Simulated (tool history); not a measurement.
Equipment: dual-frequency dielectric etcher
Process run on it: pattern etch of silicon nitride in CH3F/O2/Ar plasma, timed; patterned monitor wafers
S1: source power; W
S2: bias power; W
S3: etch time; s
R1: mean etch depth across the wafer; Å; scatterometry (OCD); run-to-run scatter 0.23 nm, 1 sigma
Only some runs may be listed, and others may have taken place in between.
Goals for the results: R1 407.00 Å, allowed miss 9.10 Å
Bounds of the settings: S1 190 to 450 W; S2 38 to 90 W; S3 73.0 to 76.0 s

run,hour,S1,S2,S3,R1
1,0.0,320,64,73.0,454.25
2,3.7,320,64,76.0,473.90
3,7.3,320,72,76.0,506.57
4,14.9,290,72,76.0,483.44
5,16.0,290,72,76.0,480.41
6,19.1,280,71,76.0,469.15
7,27.0,270,71,76.0,459.12
8,30.4,260,71,76.0,451.23
9,37.1,250,71,76.0,444.26
10,37.8,240,71,76.0,429.76
11,43.4,230,71,76.0,419.78

Exactly one of the 4 candidate moves below puts every result within its allowed miss. Which one?
A,49.0,220,69,73.0,?
B,49.0,250,74,73.5,?
C,49.0,280,58,73.5,?
D,49.0,270,64,76.0,?

move,R1
A,389.23
B,435.46
C,403.25
D,432.56
A: takes the result that was furthest off past its target
B: further off than the last run
C: every result within its allowed miss
D: further off than the last run
C is the move that brings every result within its allowed miss.
